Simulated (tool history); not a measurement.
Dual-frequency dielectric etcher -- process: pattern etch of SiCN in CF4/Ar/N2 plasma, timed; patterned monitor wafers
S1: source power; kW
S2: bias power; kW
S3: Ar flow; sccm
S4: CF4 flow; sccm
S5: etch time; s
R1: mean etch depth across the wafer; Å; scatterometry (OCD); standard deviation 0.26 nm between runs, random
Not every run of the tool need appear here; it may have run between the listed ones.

run 1 hour=0.0 | S1=0.380 S2=0.079 S3=107 S4=80 S5=79 | R1=592.68
run 2 hour=6.4 | S1=0.340 S2=0.078 S3=107 S4=80 S5=79 | R1=526.56
run 3 hour=11.4 | S1=0.340 S2=0.078 S3=107 S4=88 S5=79 | R1=532.09
run 4 hour=14.2 | S1=0.320 S2=0.078 S3=107 S4=88 S5=79 | R1=497.23
run 5 hour=20.1 | S1=0.380 S2=0.078 S3=107 S4=88 S5=79 | R1=602.06
run 6 hour=23.8 | S1=0.350 S2=0.078 S3=107 S4=88 S5=79 | R1=550.35
run 7 hour=27.1 | S1=0.330 S2=0.078 S3=107 S4=88 S5=79 | R1=517.54

What does the tool deliver on the next run?
run 8 hour=31.3 | S1=0.310 S2=0.078 S3=107 S4=88 S5=79 | R1=?

{"run 8": {"R1": 478.9}}
